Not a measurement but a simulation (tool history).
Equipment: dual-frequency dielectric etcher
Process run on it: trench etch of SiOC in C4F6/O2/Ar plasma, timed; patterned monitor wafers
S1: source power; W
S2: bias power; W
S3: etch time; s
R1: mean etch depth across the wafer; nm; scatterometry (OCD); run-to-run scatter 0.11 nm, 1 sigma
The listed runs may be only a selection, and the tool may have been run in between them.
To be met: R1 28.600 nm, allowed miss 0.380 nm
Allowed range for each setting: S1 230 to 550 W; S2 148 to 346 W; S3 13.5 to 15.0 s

| run | day | S1 | S2 | S3 | R1 |
|---|---|---|---|---|---|
| 1 | 0.000 | 390 | 247 | 15.0 | 38.414 |
| 2 | 0.146 | 440 | 247 | 15.0 | 40.978 |
| 3 | 0.238 | 440 | 247 | 13.5 | 36.758 |
| 4 | 0.346 | 440 | 279 | 13.5 | 38.161 |
| 5 | 0.400 | 380 | 279 | 13.5 | 35.239 |
| 6 | 0.425 | 420 | 279 | 13.5 | 37.117 |
| 7 | 0.462 | 390 | 270 | 13.5 | 35.534 |
| 8 | 0.725 | 370 | 266 | 13.5 | 34.381 |
| 9 | 0.900 | 350 | 265 | 13.5 | 33.267 |
| 10 | 1.133 | 340 | 264 | 13.5 | 32.774 |
| 11 | 1.388 | 330 | 263 | 13.5 | 32.010 |
| 12 | 1.675 | 250 | 258 | 13.5 | 27.382 |
| 13 | 2.008 | 280 | 259 | 13.5 | 29.162 |

Below are 4 possible settings for the next run. Only one of them brings all results inside the allowed miss of their targets. Which is it?
| A | 2.342 | 240 | 288 | 14.0 | ? |
| B | 2.342 | 280 | 268 | 14.0 | ? |
| C | 2.342 | 290 | 251 | 13.5 | ? |
| D | 2.342 | 260 | 307 | 13.5 | ? |

| move | R1 |
|---|---|
| A | 28.644 |
| B | 30.783 |
| C | 29.737 |
| D | 29.565 |
A: every result within its allowed miss
B: its largest miss is bigger than the last run's
C: its largest miss is bigger than the last run's
D: its largest miss is bigger than the last run's
Answer: A
